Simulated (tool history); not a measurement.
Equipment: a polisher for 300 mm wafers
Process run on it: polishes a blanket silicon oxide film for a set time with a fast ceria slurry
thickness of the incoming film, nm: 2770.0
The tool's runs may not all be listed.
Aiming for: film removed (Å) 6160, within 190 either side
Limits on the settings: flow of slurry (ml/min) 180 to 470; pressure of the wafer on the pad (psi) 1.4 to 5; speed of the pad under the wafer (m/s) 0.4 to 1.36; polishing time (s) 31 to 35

run	hour	flow of slurry (ml/min)	pressure of the wafer on the pad (psi)	speed of the pad under the wafer (m/s)	polishing time (s)	film removed (Å)
1	0	300	3.2	0.88	35	4931.6
2	0.6	300	3.3	0.88	35	5028.9
3	7.6	300	3.3	0.98	35	5601.1
4	11.2	300	3.5	0.98	35	5898
5	13.1	230	3.5	0.98	35	5654.7
6	19	230	3	0.98	35	5050.3
7	19.8	235	3.1	0.98	35	5133.8
8	26.7	245	3.2	0.98	35	5332.8
9	31.8	250	3.3	0.98	35	5445.9
10	38.7	260	3.4	0.98	35	5630.6
11	45.5	265	3.4	0.98	35	5636.8
12	48.1	270	3.4	0.98	35	5637.3
13	55.9	275	3.4	0.98	35	5645.8
14	63.3	280	3.4	0.98	35	5583.9
15	69.5	280	3.5	0.98	35	5725.1

Which single option among these 4 for the next run brings every result within its allowed miss of target? Just one does.
A	75.7	260	3.5	0.98	34	?
B	75.7	295	3.9	1.04	35	?
C	75.7	275	3.8	1.12	31	?
D	75.7	275	3.6	1.14	35	?

move	film removed (Å)
A	5686.8
B	6832.9
C	6252.6
D	6842
A: further off than the last run
B: takes the result that was furthest off past its target
C: all results in spec
D: takes the result that was furthest off past its target
C is the move that brings every result within its allowed miss.

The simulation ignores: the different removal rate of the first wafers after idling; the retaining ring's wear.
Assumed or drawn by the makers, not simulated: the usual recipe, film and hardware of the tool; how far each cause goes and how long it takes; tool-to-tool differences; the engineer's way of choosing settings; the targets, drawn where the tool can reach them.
